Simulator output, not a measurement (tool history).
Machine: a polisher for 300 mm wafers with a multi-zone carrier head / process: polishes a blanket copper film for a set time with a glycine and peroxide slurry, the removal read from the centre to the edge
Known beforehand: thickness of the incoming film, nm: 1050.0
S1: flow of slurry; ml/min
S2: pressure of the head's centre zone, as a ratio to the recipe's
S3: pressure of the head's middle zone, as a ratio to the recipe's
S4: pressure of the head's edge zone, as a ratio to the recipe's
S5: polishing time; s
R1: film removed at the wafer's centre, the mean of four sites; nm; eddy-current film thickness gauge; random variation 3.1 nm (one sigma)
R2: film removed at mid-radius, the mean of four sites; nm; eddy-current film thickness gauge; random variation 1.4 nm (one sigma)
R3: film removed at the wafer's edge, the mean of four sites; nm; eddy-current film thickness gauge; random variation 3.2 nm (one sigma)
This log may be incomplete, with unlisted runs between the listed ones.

run 1 hour=0 | S1=180 S2=1 S3=1 S4=1 S5=81 | R1=386.39 R2=377.4 R3=373
run 2 hour=0.5 | S1=170 S2=0.97 S3=0.98 S4=0.95 S5=70 | R1=314.71 R2=316.3 R3=307.41
run 3 hour=5.3 | S1=170 S2=0.97 S3=0.98 S4=1 S5=70 | R1=316.11 R2=314.75 R3=309.69
run 4 hour=12 | S1=170 S2=0.97 S3=0.98 S4=1 S5=81 | R1=367.33 R2=367.61 R3=375.16
-- hour=20 worn pad replaced by a new one
run 5 hour=20 | S1=170 S2=0.91 S3=0.98 S4=1 S5=81 | R1=365.88 R2=394.45 R3=397.65
run 6 hour=28.9 | S1=140 S2=0.91 S3=0.98 S4=1 S5=81 | R1=351.44 R2=377.92 R3=388.21
run 7 hour=33.7 | S1=150 S2=0.9 S3=0.95 S4=0.95 S5=70 | R1=306.51 R2=325.04 R3=318.46
run 8 hour=34.4 | S1=140 S2=0.89 S3=0.92 S4=0.93 S5=63 | R1=268.24 R2=278.18 R3=285
run 9 hour=42.9 | S1=140 S2=0.89 S3=0.91 S4=0.9 S5=59 | R1=244.92 R2=254.21 R3=268.1
run 10 hour=44.4 | S1=150 S2=0.91 S3=0.93 S4=0.88 S5=56 | R1=244.08 R2=253.82 R3=252.27

Expected results for the next run?
run 11 hour=48.8 | S1=145 S2=0.92 S3=0.93 S4=0.86 S5=54 | R1=? R2=? R3=?

Run 11 produced R1 242.78 nm, R2 242.63 nm, R3 238.23 nm.
